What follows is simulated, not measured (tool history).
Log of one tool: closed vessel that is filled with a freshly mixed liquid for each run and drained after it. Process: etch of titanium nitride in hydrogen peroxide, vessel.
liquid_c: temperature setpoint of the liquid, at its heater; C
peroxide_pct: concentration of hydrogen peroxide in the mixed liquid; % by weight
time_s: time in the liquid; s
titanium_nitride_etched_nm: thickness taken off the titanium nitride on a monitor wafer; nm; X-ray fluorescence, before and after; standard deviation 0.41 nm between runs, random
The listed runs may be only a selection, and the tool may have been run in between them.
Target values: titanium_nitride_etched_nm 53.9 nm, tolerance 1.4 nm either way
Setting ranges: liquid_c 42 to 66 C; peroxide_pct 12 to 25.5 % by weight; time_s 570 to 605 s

run,hour,liquid_c,peroxide_pct,time_s,titanium_nitride_etched_nm
1,0,58,17.5,570,68.98
2,1.9,57.5,17.5,570,67.322
3,7.1,62,17.5,570,90.974
4,15.6,62,15.5,570,88.689
5,17.1,61,15.5,570,82.588
6,20.1,60,15.5,570,77.076
7,23,59,15.5,570,72.515
8,26.8,58.5,15.5,570,69.883
9,33.6,58,15.5,570,67.636
10,36.7,54,15.5,570,50.409

Below are 4 possible settings for the next run. Only one of them brings all results inside the allowed miss of their targets. Which is it?
A,39.8,54,14.5,605,?
B,39.8,54.5,16,605,?
C,39.8,54.5,15.5,605,?
D,39.8,53.5,15,600,?

move,titanium_nitride_etched_nm
A,53.894
B,56.994
C,56.613
D,51.964
A: each result inside its tolerance
B: the result that was furthest off in the last run now lies on the other side of its target
C: the result that was furthest off in the last run now lies on the other side of its target
D: closes in on the targets versus the last run, not all within tolerance yet
A is the move that brings every result within its allowed miss.

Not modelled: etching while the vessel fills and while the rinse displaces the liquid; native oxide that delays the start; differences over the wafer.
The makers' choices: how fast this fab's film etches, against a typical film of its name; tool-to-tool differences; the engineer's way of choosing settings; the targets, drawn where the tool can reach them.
